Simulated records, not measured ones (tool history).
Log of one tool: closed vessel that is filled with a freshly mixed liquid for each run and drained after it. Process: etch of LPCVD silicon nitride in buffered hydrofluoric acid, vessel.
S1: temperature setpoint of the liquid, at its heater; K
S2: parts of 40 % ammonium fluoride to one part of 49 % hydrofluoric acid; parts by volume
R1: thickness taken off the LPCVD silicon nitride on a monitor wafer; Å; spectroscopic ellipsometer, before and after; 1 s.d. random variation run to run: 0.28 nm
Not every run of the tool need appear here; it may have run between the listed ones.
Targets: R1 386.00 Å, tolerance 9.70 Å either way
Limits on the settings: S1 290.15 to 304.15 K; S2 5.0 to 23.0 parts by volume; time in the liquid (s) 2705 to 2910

run 1 hour=0.0 | S1=296.15 S2=14.0 time_in_the_liquid_(s)=2705 | R1=314.57
run 2 hour=6.5 | S1=297.15 S2=14.0 time_in_the_liquid_(s)=2705 | R1=324.15
run 3 hour=13.6 | S1=298.15 S2=14.0 time_in_the_liquid_(s)=2705 | R1=348.70
run 4 hour=15.3 | S1=296.15 S2=14.0 time_in_the_liquid_(s)=2705 | R1=309.76
run 5 hour=17.6 | S1=293.65 S2=14.0 time_in_the_liquid_(s)=2705 | R1=270.41
run 6 hour=26.5 | S1=295.65 S2=14.0 time_in_the_liquid_(s)=2705 | R1=302.12
run 7 hour=30.2 | S1=297.15 S2=14.0 time_in_the_liquid_(s)=2705 | R1=324.08
run 8 hour=32.7 | S1=298.15 S2=14.0 time_in_the_liquid_(s)=2705 | R1=344.45
run 9 hour=37.7 | S1=298.65 S2=14.0 time_in_the_liquid_(s)=2705 | R1=354.79
run 10 hour=39.9 | S1=299.15 S2=14.0 time_in_the_liquid_(s)=2705 | R1=363.68
run 11 hour=47.8 | S1=299.65 S2=14.0 time_in_the_liquid_(s)=2705 | R1=373.43

Next run, 5 choices. One meets every target within its allowed miss, the rest don't. Which?
run A hour=55.7 | S1=298.65 S2=14.0 time_in_the_liquid_(s)=2720 | R1=?
run B hour=55.7 | S1=298.15 S2=13.5 time_in_the_liquid_(s)=2785 | R1=?
run C hour=55.7 | S1=299.15 S2=15.0 time_in_the_liquid_(s)=2875 | R1=?
run D hour=55.7 | S1=300.65 S2=16.0 time_in_the_liquid_(s)=2850 | R1=?
run E hour=55.7 | S1=299.15 S2=14.0 time_in_the_liquid_(s)=2850 | R1=?

move=A R1=356.67
move=B R1=368.34
move=C R1=361.96
move=D R1=365.01
move=E R1=383.94
A: moves away from the targets compared with the last run
B: moves away from the targets compared with the last run
C: moves away from the targets compared with the last run
D: moves away from the targets compared with the last run
E: each result inside its tolerance
Answer: E
